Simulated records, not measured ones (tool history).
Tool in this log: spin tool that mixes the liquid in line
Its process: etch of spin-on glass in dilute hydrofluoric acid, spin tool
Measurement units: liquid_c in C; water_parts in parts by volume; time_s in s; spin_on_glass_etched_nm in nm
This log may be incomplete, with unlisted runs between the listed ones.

| run | hour | liquid_c | water_parts | time_s | spin_on_glass_etched_nm |
|---|---|---|---|---|---|
| 1 | 0.0 | 20.0 | 110 | 45 | 13.701 |
| 2 | 2.5 | 20.0 | 110 | 50 | 15.182 |
| 3 | 6.3 | 22.5 | 105 | 50 | 17.851 |
| 4 | 10.7 | 22.5 | 80 | 50 | 24.112 |
|  | 14.3 | hydrofluoric acid flow meter replaced |
| 5 | 14.3 | 22.5 | 45 | 50 | 41.890 |
| 6 | 20.9 | 21.0 | 55 | 50 | 31.509 |
| 7 | 26.6 | 20.0 | 55 | 50 | 30.188 |
| 8 | 33.1 | 19.0 | 55 | 50 | 29.098 |
| 9 | 36.9 | 18.5 | 55 | 50 | 28.467 |

The next listed run, before its measurement:
| 10 | 43.7 | 18.5 | 55 | 50 | ? |

Run 10 measured spin_on_glass_etched_nm 28.487 nm.

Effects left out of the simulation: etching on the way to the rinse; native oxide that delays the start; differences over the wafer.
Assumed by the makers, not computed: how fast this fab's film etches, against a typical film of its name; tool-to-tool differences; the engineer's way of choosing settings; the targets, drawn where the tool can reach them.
